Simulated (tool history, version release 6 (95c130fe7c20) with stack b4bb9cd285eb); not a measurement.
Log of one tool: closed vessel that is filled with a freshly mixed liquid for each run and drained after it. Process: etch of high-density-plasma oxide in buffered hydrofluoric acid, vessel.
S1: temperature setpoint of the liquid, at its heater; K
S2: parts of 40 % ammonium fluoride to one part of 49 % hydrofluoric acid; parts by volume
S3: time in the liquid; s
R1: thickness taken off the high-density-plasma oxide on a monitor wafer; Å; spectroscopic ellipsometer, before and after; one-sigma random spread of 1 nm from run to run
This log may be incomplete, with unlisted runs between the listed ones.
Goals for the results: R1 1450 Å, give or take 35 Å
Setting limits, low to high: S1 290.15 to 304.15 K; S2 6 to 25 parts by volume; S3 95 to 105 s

{"run": 1, "hour": 0.0, "S1": 296.15, "S2": 15.5, "S3": 95, "R1": 894.86}
{"run": 2, "hour": 6.5, "S1": 296.15, "S2": 15.5, "S3": 105, "R1": 1000.2}
{"run": 3, "hour": 8.4, "S1": 296.15, "S2": 13, "S3": 105, "R1": 1186}
{"run": 4, "hour": 16.1, "S1": 294.15, "S2": 13, "S3": 105, "R1": 1051.4}
{"run": 5, "hour": 20.9, "S1": 292.65, "S2": 13, "S3": 105, "R1": 980.53}
{"run": 6, "hour": 25.4, "S1": 294.15, "S2": 13, "S3": 105, "R1": 1080.2}
{"run": 7, "hour": 32.8, "S1": 295.15, "S2": 13, "S3": 105, "R1": 1119}
{"run": 8, "hour": 34.8, "S1": 296.15, "S2": 13, "S3": 105, "R1": 1199.4}
{"run": 9, "hour": 38.3, "S1": 296.65, "S2": 13, "S3": 105, "R1": 1215.5}
{"run": 10, "hour": 45.4, "S1": 297.15, "S2": 13, "S3": 105, "R1": 1232}
{"run": 11, "hour": 48.1, "S1": 300.65, "S2": 13, "S3": 105, "R1": 1522.1}

Below are 5 possible settings for the next run. Only one of them brings all results inside the allowed miss of their targets. Which is it?
{"run": "A", "hour": 50.8, "S1": 302.65, "S2": 12, "S3": 95, "R1": "?"}
{"run": "B", "hour": 50.8, "S1": 301.65, "S2": 12, "S3": 100, "R1": "?"}
{"run": "C", "hour": 50.8, "S1": 295.65, "S2": 8.5, "S3": 95, "R1": "?"}
{"run": "D", "hour": 50.8, "S1": 300.65, "S2": 11, "S3": 95, "R1": "?"}
{"run": "E", "hour": 50.8, "S1": 300.65, "S2": 13, "S3": 100, "R1": "?"}

move=A R1=1658.2
move=B R1=1655.6
move=C R1=1544.7
move=D R1=1623.5
move=E R1=1451.7
A: misses by more than the last run did
B: misses by more than the last run did
C: misses by more than the last run did
D: misses by more than the last run did
E: every result lands within tolerance
The move that meets every target is E.

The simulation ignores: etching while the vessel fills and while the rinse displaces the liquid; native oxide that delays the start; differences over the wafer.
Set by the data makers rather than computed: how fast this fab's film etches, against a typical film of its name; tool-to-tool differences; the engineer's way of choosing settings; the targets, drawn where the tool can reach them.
